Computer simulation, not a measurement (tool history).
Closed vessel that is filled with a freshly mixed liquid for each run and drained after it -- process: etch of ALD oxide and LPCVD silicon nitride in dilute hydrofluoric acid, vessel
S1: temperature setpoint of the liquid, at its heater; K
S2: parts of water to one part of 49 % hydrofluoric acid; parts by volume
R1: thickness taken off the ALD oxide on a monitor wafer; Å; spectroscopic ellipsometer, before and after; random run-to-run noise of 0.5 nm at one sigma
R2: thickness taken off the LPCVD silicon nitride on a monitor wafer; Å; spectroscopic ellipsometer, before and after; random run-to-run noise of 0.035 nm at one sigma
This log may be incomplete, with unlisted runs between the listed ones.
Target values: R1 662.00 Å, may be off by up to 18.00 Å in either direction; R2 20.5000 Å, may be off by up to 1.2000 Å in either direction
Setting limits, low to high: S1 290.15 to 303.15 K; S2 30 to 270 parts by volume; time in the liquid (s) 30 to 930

run 1 hour=0.0 | S1=295.15 S2=150 time_in_the_liquid_(s)=475 | R1=279.66 R2=11.0050
run 2 hour=1.3 | S1=291.65 S2=150 time_in_the_liquid_(s)=475 | R1=245.40 R2=8.8924
run 3 hour=9.5 | S1=292.15 S2=120 time_in_the_liquid_(s)=475 | R1=323.45 R2=11.1260
run 4 hour=12.5 | S1=295.65 S2=120 time_in_the_liquid_(s)=475 | R1=376.35 R2=14.1740
run 5 hour=17.3 | S1=295.65 S2=95 time_in_the_liquid_(s)=455 | R1=468.54 R2=16.9970
run 6 hour=21.4 | S1=295.15 S2=80 time_in_the_liquid_(s)=440 | R1=533.85 R2=18.2520
run 7 hour=23.0 | S1=295.15 S2=70 time_in_the_liquid_(s)=425 | R1=587.17 R2=20.3300
run 8 hour=25.5 | S1=294.65 S2=65 time_in_the_liquid_(s)=420 | R1=628.42 R2=21.3880

4 candidate next runs follow, results not yet known. Just one meets every target within its allowed miss. Identify it.
run A hour=28.0 | S1=295.65 S2=65 time_in_the_liquid_(s)=425 | R1=? R2=?
run B hour=28.0 | S1=291.65 S2=55 time_in_the_liquid_(s)=420 | R1=? R2=?
run C hour=28.0 | S1=295.65 S2=75 time_in_the_liquid_(s)=520 | R1=? R2=?
run D hour=28.0 | S1=296.65 S2=55 time_in_the_liquid_(s)=340 | R1=? R2=?

move=A R1=657.12 R2=23.2500
move=B R1=656.59 R2=20.5260
move=C R1=688.20 R2=24.7230
move=D R1=655.70 R2=23.4400
A: brings the last run's worst result on target, with another outside its allowed miss
B: every result lands within tolerance
C: pushes the last run's worst result past its target
D: brings the last run's worst result on target, with another outside its allowed miss
The right move is B.

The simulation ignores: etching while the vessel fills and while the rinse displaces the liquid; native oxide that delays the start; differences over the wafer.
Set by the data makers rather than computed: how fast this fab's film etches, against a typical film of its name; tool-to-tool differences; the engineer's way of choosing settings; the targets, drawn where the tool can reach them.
